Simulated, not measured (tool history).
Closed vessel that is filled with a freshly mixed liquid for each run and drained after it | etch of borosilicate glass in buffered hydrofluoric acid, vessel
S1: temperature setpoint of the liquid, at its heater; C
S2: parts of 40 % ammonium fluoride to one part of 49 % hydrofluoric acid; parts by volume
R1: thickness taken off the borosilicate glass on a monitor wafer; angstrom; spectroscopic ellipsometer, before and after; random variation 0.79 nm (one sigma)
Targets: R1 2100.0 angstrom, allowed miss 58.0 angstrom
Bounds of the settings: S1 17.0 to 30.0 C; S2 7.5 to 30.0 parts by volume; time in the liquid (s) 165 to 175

run 1 hour=0.0 | S1=22.0 S2=22.0 time_in_the_liquid_(s)=165 | R1=982.4
run 2 hour=8.6 | S1=22.0 S2=18.5 time_in_the_liquid_(s)=165 | R1=1153.2
run 3 hour=11.4 | S1=24.0 S2=17.5 time_in_the_liquid_(s)=165 | R1=1356.6
run 4 hour=18.4 | S1=24.0 S2=17.5 time_in_the_liquid_(s)=175 | R1=1442.0
run 5 hour=19.1 | S1=24.0 S2=17.5 time_in_the_liquid_(s)=175 | R1=1439.0
run 6 hour=26.9 | S1=25.5 S2=17.0 time_in_the_liquid_(s)=175 | R1=1598.0
run 7 hour=30.5 | S1=26.5 S2=16.5 time_in_the_liquid_(s)=175 | R1=1746.5
run 8 hour=31.7 | S1=27.0 S2=16.5 time_in_the_liquid_(s)=175 | R1=1780.0
run 9 hour=34.7 | S1=27.5 S2=16.5 time_in_the_liquid_(s)=175 | R1=1836.2
-- hour=41.8 hydrofluoric acid flow meter replaced
run 10 hour=41.8 | S1=28.0 S2=16.5 time_in_the_liquid_(s)=175 | R1=1785.5
run 11 hour=44.2 | S1=28.5 S2=16.0 time_in_the_liquid_(s)=175 | R1=1872.9

Which of these 4 next moves meets every target?
run A hour=46.6 | S1=25.5 S2=15.5 time_in_the_liquid_(s)=165 | R1=?
run B hour=46.6 | S1=30.0 S2=14.5 time_in_the_liquid_(s)=165 | R1=?
run C hour=46.6 | S1=30.0 S2=17.0 time_in_the_liquid_(s)=175 | R1=?
run D hour=46.6 | S1=28.0 S2=18.0 time_in_the_liquid_(s)=175 | R1=?

move=A R1=1566.1
move=B R1=2118.6
move=C R1=1920.6
move=D R1=1635.0
A: further off than the last run
B: meets every target
C: nearer than the last run, and not there yet
D: further off than the last run
Move B is the one to make.

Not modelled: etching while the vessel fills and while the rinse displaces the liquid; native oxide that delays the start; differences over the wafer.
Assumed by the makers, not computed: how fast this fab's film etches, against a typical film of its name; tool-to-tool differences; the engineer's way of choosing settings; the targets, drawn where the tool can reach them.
